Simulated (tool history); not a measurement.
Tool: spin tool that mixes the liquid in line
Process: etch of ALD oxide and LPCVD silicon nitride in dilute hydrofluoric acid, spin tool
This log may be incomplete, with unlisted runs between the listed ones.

run,hour,temperature setpoint of the liquid (K),parts of water to one part of 49 % hydrofluoric acid (parts by volume),time under the liquid (s),thickness taken off the ALD oxide on a monitor wafer (angstrom),thickness taken off the LPCVD silicon nitride on a monitor wafer (angstrom)
1,0.0,295.15,180,180,90.437,5.4875
2,0.9,295.15,240,180,64.337,4.1742
3,4.9,293.65,260,140,43.148,2.7832
4,11.1,292.65,275,110,29.977,1.9950
5,14.2,292.65,275,150,41.817,2.7039
6,20.2,292.15,290,115,29.141,1.6684

Run 7 is up next; what results do you expect?
7,27.2,291.65,300,90,?,?

thickness taken off the ALD oxide on a monitor wafer (angstrom): 21.407
thickness taken off the LPCVD silicon nitride on a monitor wafer (angstrom): 1.3807
